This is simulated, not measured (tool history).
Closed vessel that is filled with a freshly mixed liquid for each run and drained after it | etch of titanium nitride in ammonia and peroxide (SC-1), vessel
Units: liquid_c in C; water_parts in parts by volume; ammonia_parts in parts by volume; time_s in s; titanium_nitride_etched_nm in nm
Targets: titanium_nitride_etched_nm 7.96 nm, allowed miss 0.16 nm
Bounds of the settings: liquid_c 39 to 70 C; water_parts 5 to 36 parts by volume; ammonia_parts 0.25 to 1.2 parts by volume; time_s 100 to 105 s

{"run": 1, "hour": 0.0, "liquid_c": 55, "water_parts": 20, "ammonia_parts": 0.95, "time_s": 100, "titanium_nitride_etched_nm": 6.8425}
{"run": 2, "hour": 8.4, "liquid_c": 55, "water_parts": 20, "ammonia_parts": 0.95, "time_s": 105, "titanium_nitride_etched_nm": 7.237}
{"run": 3, "hour": 14.4, "liquid_c": 55, "water_parts": 24.5, "ammonia_parts": 0.95, "time_s": 105, "titanium_nitride_etched_nm": 6.5084}
{"run": 4, "hour": 18.3, "liquid_c": 48.5, "water_parts": 24.5, "ammonia_parts": 0.95, "time_s": 105, "titanium_nitride_etched_nm": 4.1041}
{"run": 5, "hour": 19.1, "liquid_c": 50.5, "water_parts": 24.5, "ammonia_parts": 0.95, "time_s": 105, "titanium_nitride_etched_nm": 4.7556}
{"run": 6, "hour": 22.5, "liquid_c": 52, "water_parts": 24.5, "ammonia_parts": 0.95, "time_s": 105, "titanium_nitride_etched_nm": 5.2536}
{"run": 7, "hour": 24.3, "liquid_c": 59.5, "water_parts": 24.5, "ammonia_parts": 0.95, "time_s": 105, "titanium_nitride_etched_nm": 8.7042}
{"run": 8, "hour": 33.3, "liquid_c": 59, "water_parts": 24.5, "ammonia_parts": 0.95, "time_s": 105, "titanium_nitride_etched_nm": 8.4117}
{"run": 9, "hour": 40.1, "liquid_c": 58.5, "water_parts": 24.5, "ammonia_parts": 0.95, "time_s": 105, "titanium_nitride_etched_nm": 8.2492}

4 next moves are on the table. One of them brings every result within its allowed miss. Which?
{"run": "A", "hour": 46.9, "liquid_c": 59, "water_parts": 30, "ammonia_parts": 1, "time_s": 105, "titanium_nitride_etched_nm": "?"}
{"run": "B", "hour": 46.9, "liquid_c": 59, "water_parts": 22.5, "ammonia_parts": 1, "time_s": 105, "titanium_nitride_etched_nm": "?"}
{"run": "C", "hour": 46.9, "liquid_c": 57.5, "water_parts": 20, "ammonia_parts": 0.85, "time_s": 100, "titanium_nitride_etched_nm": "?"}
{"run": "D", "hour": 46.9, "liquid_c": 61, "water_parts": 26.5, "ammonia_parts": 0.75, "time_s": 105, "titanium_nitride_etched_nm": "?"}

move=A titanium_nitride_etched_nm=7.564
move=B titanium_nitride_etched_nm=8.8786
move=C titanium_nitride_etched_nm=7.9379
move=D titanium_nitride_etched_nm=8.7737
A: takes the result that was furthest off past its target
B: further off than the last run
C: meets every target
D: further off than the last run
The right move is C.
